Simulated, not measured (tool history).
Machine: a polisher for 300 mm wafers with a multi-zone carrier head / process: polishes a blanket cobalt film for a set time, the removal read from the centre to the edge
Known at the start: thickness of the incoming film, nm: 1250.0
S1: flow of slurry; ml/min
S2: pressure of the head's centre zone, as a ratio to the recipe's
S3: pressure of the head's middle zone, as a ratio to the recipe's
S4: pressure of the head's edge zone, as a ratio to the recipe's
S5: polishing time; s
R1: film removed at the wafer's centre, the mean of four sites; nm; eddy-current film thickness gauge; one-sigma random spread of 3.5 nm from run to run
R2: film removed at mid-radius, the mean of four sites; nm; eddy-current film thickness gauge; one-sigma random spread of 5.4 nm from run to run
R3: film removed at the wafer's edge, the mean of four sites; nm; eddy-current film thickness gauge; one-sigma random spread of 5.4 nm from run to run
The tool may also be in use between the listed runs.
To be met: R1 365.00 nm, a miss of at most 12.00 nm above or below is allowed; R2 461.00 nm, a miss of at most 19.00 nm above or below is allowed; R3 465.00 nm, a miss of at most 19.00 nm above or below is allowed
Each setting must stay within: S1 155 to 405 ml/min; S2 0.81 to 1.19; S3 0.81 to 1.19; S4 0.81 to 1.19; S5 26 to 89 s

Run 1, hour 0.0: S1 260 ml/min, S2 1.00, S3 1.00, S4 1.00, S5 57 s. Result: R1 333.47 nm, R2 329.98 nm, R3 337.26 nm.
Run 2, hour 2.2: S1 260 ml/min, S2 1.00, S3 0.96, S4 1.00, S5 57 s. Result: R1 342.85 nm, R2 319.56 nm, R3 326.87 nm.
Run 3, hour 10.9: S1 270 ml/min, S2 1.00, S3 1.03, S4 1.04, S5 60 s. Result: R1 359.99 nm, R2 357.87 nm, R3 358.84 nm.
Run 4, hour 14.9: S1 270 ml/min, S2 1.00, S3 1.03, S4 1.04, S5 52 s. Result: R1 316.98 nm, R2 305.94 nm, R3 318.09 nm.
Run 5, hour 16.9: S1 270 ml/min, S2 1.00, S3 1.03, S4 1.04, S5 60 s. Result: R1 359.43 nm, R2 356.64 nm, R3 367.16 nm.
Run 6, hour 17.8: S1 270 ml/min, S2 1.00, S3 1.03, S4 1.09, S5 60 s. Result: R1 359.77 nm, R2 358.56 nm, R3 372.36 nm.
Run 7, hour 26.3: S1 270 ml/min, S2 0.97, S3 1.07, S4 1.12, S5 62 s. Result: R1 360.39 nm, R2 380.25 nm, R3 384.65 nm.
Run 8, hour 33.8: S1 275 ml/min, S2 0.87, S3 1.11, S4 1.19, S5 75 s. Result: R1 393.55 nm, R2 472.42 nm, R3 488.98 nm.
Run 9, hour 37.9: S1 265 ml/min, S2 0.86, S3 1.11, S4 1.18, S5 75 s. Result: R1 385.76 nm, R2 477.40 nm, R3 488.94 nm.
Run 10, hour 43.7: S1 260 ml/min, S2 0.86, S3 1.11, S4 1.17, S5 74 s. Result: R1 376.43 nm, R2 460.21 nm, R3 469.45 nm.
Run 11, hour 52.2: S1 260 ml/min, S2 0.86, S3 1.11, S4 1.17, S5 74 s. Result: R1 379.74 nm, R2 468.06 nm, R3 474.72 nm.

Which of these 4 next moves meets every target?
Run A, hour 60.7: S1 280 ml/min, S2 0.89, S3 1.08, S4 1.13, S5 73 s. Result: R1 ?, R2 ?, R3 ?.
Run B, hour 60.7: S1 295 ml/min, S2 0.89, S3 1.12, S4 1.12, S5 74 s. Result: R1 ?, R2 ?, R3 ?.
Run C, hour 60.7: S1 290 ml/min, S2 0.83, S3 1.10, S4 1.17, S5 73 s. Result: R1 ?, R2 ?, R3 ?.
Run D, hour 60.7: S1 225 ml/min, S2 0.91, S3 1.05, S4 1.19, S5 77 s. Result: R1 ?, R2 ?, R3 ?.

move      R1      R2      R3
   A  396.91  455.29  466.42
   B  404.76  478.60  472.26
   C  371.40  464.23  476.02
   D  416.62  457.43  496.35
A: its largest miss is bigger than the last run's
B: its largest miss is bigger than the last run's
C: all results land within tolerance of their targets
D: its largest miss is bigger than the last run's
Go with C: it meets all targets.

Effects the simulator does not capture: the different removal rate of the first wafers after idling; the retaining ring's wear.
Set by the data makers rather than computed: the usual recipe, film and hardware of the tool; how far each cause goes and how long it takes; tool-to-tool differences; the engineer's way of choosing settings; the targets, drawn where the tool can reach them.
